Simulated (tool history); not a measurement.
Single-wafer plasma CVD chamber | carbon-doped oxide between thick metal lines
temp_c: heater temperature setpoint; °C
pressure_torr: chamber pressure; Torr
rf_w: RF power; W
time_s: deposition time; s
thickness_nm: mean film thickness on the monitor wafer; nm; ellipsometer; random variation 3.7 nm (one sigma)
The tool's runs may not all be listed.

run	day	temp_c	pressure_torr	rf_w	time_s	thickness_nm
1	0	365	6.62	535	104	617.71
2	0.229	364	6.71	540	104	631.03
3	0.396	363	6.82	540	104	622.46
4	0.504	363	6.82	540	99	601.12
5	0.838	363	6.83	550	99	604.19
6	1.088	369	6.83	550	99	592.42

Run 7 comes next. What will it give?
7	1.412	367	6.85	555	99	?

{"run 7": {"thickness_nm": 599.28}}
